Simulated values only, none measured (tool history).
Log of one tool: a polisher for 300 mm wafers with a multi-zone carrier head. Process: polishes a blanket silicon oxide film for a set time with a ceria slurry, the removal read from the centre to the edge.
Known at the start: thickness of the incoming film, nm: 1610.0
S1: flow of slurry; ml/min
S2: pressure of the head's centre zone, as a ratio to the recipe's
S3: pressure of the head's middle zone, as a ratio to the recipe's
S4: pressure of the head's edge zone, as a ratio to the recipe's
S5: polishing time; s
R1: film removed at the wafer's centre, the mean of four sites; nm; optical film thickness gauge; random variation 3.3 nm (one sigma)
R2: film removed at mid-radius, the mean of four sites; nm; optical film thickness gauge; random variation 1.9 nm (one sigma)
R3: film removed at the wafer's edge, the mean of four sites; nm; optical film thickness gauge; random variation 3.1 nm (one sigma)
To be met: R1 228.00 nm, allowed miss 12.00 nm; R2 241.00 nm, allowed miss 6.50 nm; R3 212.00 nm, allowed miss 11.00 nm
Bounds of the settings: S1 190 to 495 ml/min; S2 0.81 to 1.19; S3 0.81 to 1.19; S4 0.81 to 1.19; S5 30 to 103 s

{"run": 1, "hour": 0.0, "S1": 320, "S2": 1.0, "S3": 1.0, "S4": 1.0, "S5": 66, "R1": 300.13, "R2": 330.37, "R3": 333.72}
{"run": 2, "hour": 1.6, "S1": 290, "S2": 1.0, "S3": 1.0, "S4": 1.0, "S5": 66, "R1": 295.72, "R2": 328.09, "R3": 319.81}
{"run": 3, "hour": 8.0, "S1": 365, "S2": 1.0, "S3": 1.0, "S4": 1.0, "S5": 66, "R1": 301.74, "R2": 339.9, "R3": 327.51}
{"run": 4, "hour": 12.3, "S1": 325, "S2": 1.0, "S3": 1.0, "S4": 1.0, "S5": 66, "R1": 296.2, "R2": 331.1, "R3": 335.92}
{"run": 5, "hour": 17.3, "S1": 325, "S2": 1.0, "S3": 1.0, "S4": 1.0, "S5": 58, "R1": 262.56, "R2": 293.49, "R3": 290.67}
{"run": 6, "hour": 26.0, "S1": 325, "S2": 1.0, "S3": 1.0, "S4": 0.96, "S5": 58, "R1": 269.48, "R2": 290.66, "R3": 278.48}
{"run": 7, "hour": 32.0, "S1": 325, "S2": 0.98, "S3": 0.99, "S4": 0.92, "S5": 55, "R1": 253.18, "R2": 271.02, "R3": 258.04}
{"run": 8, "hour": 37.8, "S1": 330, "S2": 1.0, "S3": 1.03, "S4": 0.82, "S5": 45, "R1": 212.53, "R2": 234.21, "R3": 201.74}
{"run": 9, "hour": 40.3, "S1": 335, "S2": 1.02, "S3": 1.03, "S4": 0.83, "S5": 45, "R1": 214.12, "R2": 234.58, "R3": 206.32}
{"run": 10, "hour": 42.3, "S1": 335, "S2": 1.04, "S3": 1.03, "S4": 0.83, "S5": 45, "R1": 217.73, "R2": 235.48, "R3": 199.56}
{"run": 11, "hour": 43.7, "S1": 335, "S2": 1.04, "S3": 1.03, "S4": 0.85, "S5": 45, "R1": 212.0, "R2": 232.37, "R3": 208.71}

Which of these 5 next moves meets every target?
{"run": "A", "hour": 45.1, "S1": 325, "S2": 1.05, "S3": 1.03, "S4": 0.99, "S5": 44, "R1": "?", "R2": "?", "R3": "?"}
{"run": "B", "hour": 45.1, "S1": 330, "S2": 1.09, "S3": 1.1, "S4": 1.1, "S5": 46, "R1": "?", "R2": "?", "R3": "?"}
{"run": "C", "hour": 45.1, "S1": 190, "S2": 1.02, "S3": 0.92, "S4": 0.9, "S5": 49, "R1": "?", "R2": "?", "R3": "?"}
{"run": "D", "hour": 45.1, "S1": 320, "S2": 1.04, "S3": 1.0, "S4": 0.81, "S5": 48, "R1": "?", "R2": "?", "R3": "?"}
{"run": "E", "hour": 45.1, "S1": 315, "S2": 1.07, "S3": 0.97, "S4": 0.88, "S5": 52, "R1": "?", "R2": "?", "R3": "?"}

move=A R1=209.19 R2=227.26 R3=217.14
move=B R1=227.23 R2=251.53 R3=239.14
move=C R1=211.34 R2=216.41 R3=221.02
move=D R1=225.71 R2=241.53 R3=215.94
move=E R1=250.91 R2=254.60 R3=242.56
A: further off than the last run
B: brings the result that was furthest off to its target, and leaves another outside
C: further off than the last run
D: meets every target
E: takes the result that was furthest off past its target
The right move is D.

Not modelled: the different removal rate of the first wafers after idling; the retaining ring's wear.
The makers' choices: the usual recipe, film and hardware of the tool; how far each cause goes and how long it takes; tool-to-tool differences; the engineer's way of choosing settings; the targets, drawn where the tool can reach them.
